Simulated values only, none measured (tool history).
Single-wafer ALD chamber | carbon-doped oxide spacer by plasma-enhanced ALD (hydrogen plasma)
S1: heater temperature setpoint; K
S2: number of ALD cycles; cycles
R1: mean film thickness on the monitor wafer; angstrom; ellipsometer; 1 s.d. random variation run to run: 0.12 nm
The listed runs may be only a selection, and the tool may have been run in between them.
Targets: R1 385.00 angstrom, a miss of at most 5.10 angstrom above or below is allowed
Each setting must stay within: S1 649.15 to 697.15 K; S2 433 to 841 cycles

run 1 hour=0.0 | S1=673.15 S2=637 | R1=316.96
run 2 hour=3.5 | S1=682.15 S2=637 | R1=308.98
run 3 hour=11.1 | S1=682.15 S2=706 | R1=341.25
run 4 hour=19.4 | S1=677.15 S2=706 | R1=347.39
run 5 hour=25.9 | S1=682.15 S2=706 | R1=341.58
run 6 hour=30.6 | S1=678.15 S2=714 | R1=350.36
run 7 hour=37.1 | S1=674.15 S2=719 | R1=356.30
run 8 hour=44.0 | S1=671.15 S2=724 | R1=359.86
run 9 hour=52.4 | S1=669.15 S2=730 | R1=362.79
run 10 hour=57.5 | S1=668.15 S2=737 | R1=368.17
run 11 hour=67.4 | S1=667.15 S2=741 | R1=365.82
run 12 hour=74.0 | S1=667.15 S2=741 | R1=370.24
run 13 hour=76.5 | S1=666.15 S2=745 | R1=371.42
run 14 hour=83.9 | S1=665.15 S2=749 | R1=373.84

Pick the move, out of 4, that brings all results within their allowed miss; only one does.
run A hour=91.3 | S1=669.15 S2=801 | R1=?
run B hour=91.3 | S1=658.15 S2=806 | R1=?
run C hour=91.3 | S1=663.15 S2=771 | R1=?
run D hour=91.3 | S1=671.15 S2=794 | R1=?

move=A R1=398.15
move=B R1=400.64
move=C R1=383.24
move=D R1=394.67
A: pushes the last run's worst result past its target
B: pushes the last run's worst result past its target
C: all results land within tolerance of their targets
D: pushes the last run's worst result past its target
Move C is the one to make.
